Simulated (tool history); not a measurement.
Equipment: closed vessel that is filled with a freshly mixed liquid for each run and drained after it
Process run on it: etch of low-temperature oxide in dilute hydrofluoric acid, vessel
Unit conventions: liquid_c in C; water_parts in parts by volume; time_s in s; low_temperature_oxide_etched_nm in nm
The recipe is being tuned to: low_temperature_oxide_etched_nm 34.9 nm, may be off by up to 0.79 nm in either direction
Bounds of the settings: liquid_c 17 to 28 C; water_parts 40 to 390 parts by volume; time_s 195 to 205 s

run	hour	liquid_c	water_parts	time_s	low_temperature_oxide_etched_nm
1	0	20	215	195	14.258
2	4.7	20	255	195	11.566
3	6.1	20	255	205	12.264
4	14.3	21.5	225	205	14.942
5	16.5	19	225	205	13.552
6	18	19	225	195	13.026
7	26.6	20.5	195	195	16.193
8	32.5	22	175	195	19.66
9	33.6	23	165	195	21.988
10	37.7	24	155	195	24.321
11	39.5	28	110	195	42.353
12	45	27.5	110	195	42.07

Of the 4 settings listed for the next run, only one would bring every result within its allowed miss of target. Which one?
A	50.5	27	120	195	?
B	50.5	25.5	120	195	?
C	50.5	24.5	115	205	?
D	50.5	28	145	205	?

move	low_temperature_oxide_etched_nm
A	37.242
B	35.168
C	37.34
D	32.586
A: moves toward the targets from the last run without getting all of them in spec
B: all results land within tolerance of their targets
C: moves toward the targets from the last run without getting all of them in spec
D: moves the result that the last run missed by most past its target, out the other side
The move that meets every target is B.
